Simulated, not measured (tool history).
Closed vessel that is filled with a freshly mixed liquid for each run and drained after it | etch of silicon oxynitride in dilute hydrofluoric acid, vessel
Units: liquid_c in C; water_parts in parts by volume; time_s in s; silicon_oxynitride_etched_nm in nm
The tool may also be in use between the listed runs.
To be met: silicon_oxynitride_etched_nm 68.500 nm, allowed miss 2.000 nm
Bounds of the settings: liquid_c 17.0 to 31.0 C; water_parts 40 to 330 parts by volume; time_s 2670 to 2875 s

{"run": 1, "hour": 0.0, "liquid_c": 23.0, "water_parts": 185, "time_s": 2670, "silicon_oxynitride_etched_nm": 36.328}
{"run": 2, "hour": 1.8, "liquid_c": 25.5, "water_parts": 170, "time_s": 2670, "silicon_oxynitride_etched_nm": 44.635}
{"run": 3, "hour": 4.5, "liquid_c": 27.0, "water_parts": 160, "time_s": 2670, "silicon_oxynitride_etched_nm": 51.687}
{"run": 4, "hour": 13.8, "liquid_c": 28.0, "water_parts": 155, "time_s": 2670, "silicon_oxynitride_etched_nm": 55.947}
{"run": 5, "hour": 18.2, "liquid_c": 29.0, "water_parts": 150, "time_s": 2670, "silicon_oxynitride_etched_nm": 60.6}
{"run": 6, "hour": 22.4, "liquid_c": 29.0, "water_parts": 125, "time_s": 2670, "silicon_oxynitride_etched_nm": 74.6}
{"run": 7, "hour": 28.0, "liquid_c": 28.5, "water_parts": 125, "time_s": 2670, "silicon_oxynitride_etched_nm": 72.792}
{"run": 8, "hour": 35.5, "liquid_c": 28.0, "water_parts": 125, "time_s": 2670, "silicon_oxynitride_etched_nm": 72.412}

Which of these 4 next moves meets every target?
{"run": "A", "hour": 43.0, "liquid_c": 30.0, "water_parts": 140, "time_s": 2670, "silicon_oxynitride_etched_nm": "?"}
{"run": "B", "hour": 43.0, "liquid_c": 26.0, "water_parts": 135, "time_s": 2875, "silicon_oxynitride_etched_nm": "?"}
{"run": "C", "hour": 43.0, "liquid_c": 27.0, "water_parts": 140, "time_s": 2775, "silicon_oxynitride_etched_nm": "?"}
{"run": "D", "hour": 43.0, "liquid_c": 25.5, "water_parts": 125, "time_s": 2670, "silicon_oxynitride_etched_nm": "?"}

move=A silicon_oxynitride_etched_nm=67.966
move=B silicon_oxynitride_etched_nm=63.813
move=C silicon_oxynitride_etched_nm=61.866
move=D silicon_oxynitride_etched_nm=63.098
A: meets every target
B: takes the result that was furthest off past its target
C: takes the result that was furthest off past its target
D: takes the result that was furthest off past its target
Answer: A
